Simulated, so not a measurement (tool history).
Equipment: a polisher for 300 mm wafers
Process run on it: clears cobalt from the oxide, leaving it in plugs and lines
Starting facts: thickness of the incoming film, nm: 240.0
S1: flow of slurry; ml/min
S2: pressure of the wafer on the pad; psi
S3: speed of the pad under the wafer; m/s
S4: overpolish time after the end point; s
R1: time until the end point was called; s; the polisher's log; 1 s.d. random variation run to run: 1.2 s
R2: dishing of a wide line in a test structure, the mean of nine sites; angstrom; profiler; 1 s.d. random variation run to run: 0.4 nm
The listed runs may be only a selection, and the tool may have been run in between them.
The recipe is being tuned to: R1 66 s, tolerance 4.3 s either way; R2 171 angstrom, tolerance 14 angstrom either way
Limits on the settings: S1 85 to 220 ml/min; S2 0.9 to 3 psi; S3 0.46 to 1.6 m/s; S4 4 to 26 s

run  hour   S1   S2    S3  S4      R1      R2
  1     0  140  1.9  1.02  13   57.98  331.61
  2   0.5  140  1.8  1.02  11  61.198  276.93
  3   3.2  140  1.8  1.14  11  56.809  315.05
  4     9  140  1.8  1.14  14  57.258  346.89
  5  14.3  155  1.8  1.08  12  57.938  309.26
  6  20.4  155  1.8  1.08  10  57.286  289.16
  7  25.2  170  1.8     1   9  62.167  251.65
  8  29.6  180  1.8  0.96   8  61.322  216.51
  9  32.4  185  1.8  0.96   7  62.982  205.68
 10  39.3  185  1.8  0.96   6  62.075  187.93

Next run, 5 choices. One meets every target within its allowed miss, the rest don't. Which?
  A  46.2  210  1.8  0.92   8   ?   ?
  B  46.2  200  1.7  0.94   6   ?   ?
  C  46.2  155  1.8   0.9   8   ?   ?
  D  46.2  185  1.7  1.12   8   ?   ?
  E  46.2  175  1.6  1.02   8   ?   ?

move      R1      R2
   A  61.522  223.99
   B  64.346  171.88
   C   65.58  213.25
   D  56.526  238.67
   E  65.201  214.22
A: misses by more than the last run did
B: hits every target within its allowed miss
C: misses by more than the last run did
D: misses by more than the last run did
E: misses by more than the last run did
B is the move that brings every result within its allowed miss.
